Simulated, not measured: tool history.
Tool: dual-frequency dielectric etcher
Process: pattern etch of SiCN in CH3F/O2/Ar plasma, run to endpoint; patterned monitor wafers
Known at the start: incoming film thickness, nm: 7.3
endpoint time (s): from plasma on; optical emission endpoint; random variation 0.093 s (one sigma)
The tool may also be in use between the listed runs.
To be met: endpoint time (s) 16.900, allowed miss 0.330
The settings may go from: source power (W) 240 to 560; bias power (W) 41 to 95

run,day,source power (W),bias power (W),endpoint time (s)
1,0.000,400,68,19.450
2,0.262,400,63,19.765
3,0.412,440,65,19.143
4,0.638,470,69,18.146
5,0.829,490,70,17.869
6,0.888,450,70,18.343
7,1.029,470,71,17.969
8,1.158,490,72,17.595
9,1.342,500,72,17.443
10,1.421,510,72,17.278
11,1.488,520,72,17.293

4 next moves are on the table. One of them brings every result within its allowed miss. Which?
A,1.554,520,67,?
B,1.554,530,76,?
C,1.554,480,70,?
D,1.554,510,66,?

move,endpoint time (s)
A,17.749
B,16.998
C,18.102
D,17.962
A: further off than the last run
B: meets every target
C: further off than the last run
D: further off than the last run
Answer: B
